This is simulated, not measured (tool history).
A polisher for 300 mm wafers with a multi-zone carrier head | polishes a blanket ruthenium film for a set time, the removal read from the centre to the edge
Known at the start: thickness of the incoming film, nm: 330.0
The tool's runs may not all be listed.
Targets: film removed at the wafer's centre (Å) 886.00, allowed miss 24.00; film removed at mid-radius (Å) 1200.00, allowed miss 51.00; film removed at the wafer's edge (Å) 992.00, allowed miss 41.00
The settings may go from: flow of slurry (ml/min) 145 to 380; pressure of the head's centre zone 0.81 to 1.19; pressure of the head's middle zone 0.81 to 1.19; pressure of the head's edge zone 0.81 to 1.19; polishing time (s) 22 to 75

| run | day | flow of slurry (ml/min) | pressure of the head's centre zone | pressure of the head's middle zone | pressure of the head's edge zone | polishing time (s) | film removed at the wafer's centre (Å) | film removed at mid-radius (Å) | film removed at the wafer's edge (Å) |
|---|---|---|---|---|---|---|---|---|---|
| 1 | 0.000 | 245 | 1.00 | 1.00 | 1.00 | 48 | 739.57 | 756.69 | 758.30 |
| 2 | 0.288 | 255 | 0.98 | 1.04 | 1.00 | 50 | 772.31 | 802.50 | 785.94 |
| 3 | 0.375 | 255 | 0.98 | 1.07 | 1.00 | 50 | 762.91 | 866.02 | 775.73 |
| 4 | 0.662 | 250 | 0.97 | 1.09 | 1.03 | 52 | 781.32 | 884.48 | 834.40 |
| 5 | 0.967 | 255 | 0.95 | 1.11 | 1.02 | 54 | 803.42 | 944.37 | 859.78 |
| 6 | 1.058 | 260 | 0.94 | 1.13 | 1.02 | 55 | 822.72 | 974.58 | 870.79 |
| 7 | 1.217 | 255 | 0.92 | 1.14 | 1.01 | 57 | 824.29 | 1023.20 | 893.57 |
| 8 | 1.279 | 260 | 0.91 | 1.15 | 1.01 | 58 | 829.55 | 1042.70 | 909.97 |

Which of these 5 next moves meets every target?
| A | 1.342 | 260 | 0.94 | 1.16 | 1.03 | 59 | ? | ? | ? |
| B | 1.342 | 240 | 1.02 | 0.95 | 0.94 | 56 | ? | ? | ? |
| C | 1.342 | 260 | 0.82 | 0.95 | 1.19 | 59 | ? | ? | ? |
| D | 1.342 | 380 | 1.01 | 1.16 | 1.04 | 57 | ? | ? | ? |
| E | 1.342 | 245 | 0.87 | 1.19 | 0.98 | 64 | ? | ? | ? |

| move | film removed at the wafer's centre (Å) | film removed at mid-radius (Å) | film removed at the wafer's edge (Å) |
|---|---|---|---|
| A | 870.21 | 1080.00 | 937.50 |
| B | 878.48 | 856.01 | 847.58 |
| C | 768.23 | 911.60 | 1011.60 |
| D | 935.33 | 1082.60 | 936.26 |
| E | 873.07 | 1189.30 | 986.80 |
A: nearer than the last run, and not there yet
B: further off than the last run
C: further off than the last run
D: nearer than the last run, and not there yet
E: meets every target
Move E is the one to make.

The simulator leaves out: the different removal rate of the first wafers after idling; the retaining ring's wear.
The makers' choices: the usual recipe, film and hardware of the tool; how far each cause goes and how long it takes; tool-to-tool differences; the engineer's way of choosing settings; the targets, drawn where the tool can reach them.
